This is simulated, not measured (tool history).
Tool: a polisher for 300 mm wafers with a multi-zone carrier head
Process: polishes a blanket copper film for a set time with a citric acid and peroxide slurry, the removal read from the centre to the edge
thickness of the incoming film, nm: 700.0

run,hour,flow of slurry (ml/min),pressure of the head's centre zone,pressure of the head's middle zone,pressure of the head's edge zone,abrasive content of the slurry,polishing time (s),film removed at the wafer's centre (angstrom),film removed at mid-radius (angstrom),film removed at the wafer's edge (angstrom)
1,0.0,140,1.00,1.00,1.00,1.00,88,2397.6,2519.8,2499.0
2,6.0,140,1.00,1.00,1.05,1.00,88,2392.3,2514.8,2608.3
3,12.4,145,1.00,1.01,1.07,1.00,88,2481.3,2549.6,2570.7
4,14.4,145,1.00,1.01,1.07,0.85,88,2252.0,2456.3,2463.6
5,22.4,115,1.00,1.01,1.07,0.85,88,2144.1,2263.3,2323.1
6,26.3,125,0.99,1.01,1.08,0.90,88,2216.6,2393.5,2455.8
7,29.2,135,0.98,1.01,1.09,0.90,88,2301.2,2423.2,2498.5
8,32.4,140,0.96,1.02,1.10,0.90,89,2220.5,2510.3,2581.4
9,40.0,140,0.96,1.02,1.10,0.90,89,2216.0,2468.8,2564.0
# hour 44.0: slurry nozzle cleaned
10,44.0,150,0.96,1.03,1.11,0.90,89,2536.9,2729.9,2760.6
11,48.8,155,0.95,1.03,1.11,0.90,89,2533.5,2792.5,2758.7
12,51.8,160,0.94,1.03,1.12,0.90,89,2545.7,2788.6,2766.6
13,60.5,165,0.92,1.03,1.13,0.90,89,2428.5,2849.7,2793.2

The next listed run, before its measurement:
14,63.9,170,0.92,1.03,1.14,0.90,89,?,?,?

Run 14 gave film removed at the wafer's centre (angstrom) 2479.2, film removed at mid-radius (angstrom) 2779.4, film removed at the wafer's edge (angstrom) 2893.0.

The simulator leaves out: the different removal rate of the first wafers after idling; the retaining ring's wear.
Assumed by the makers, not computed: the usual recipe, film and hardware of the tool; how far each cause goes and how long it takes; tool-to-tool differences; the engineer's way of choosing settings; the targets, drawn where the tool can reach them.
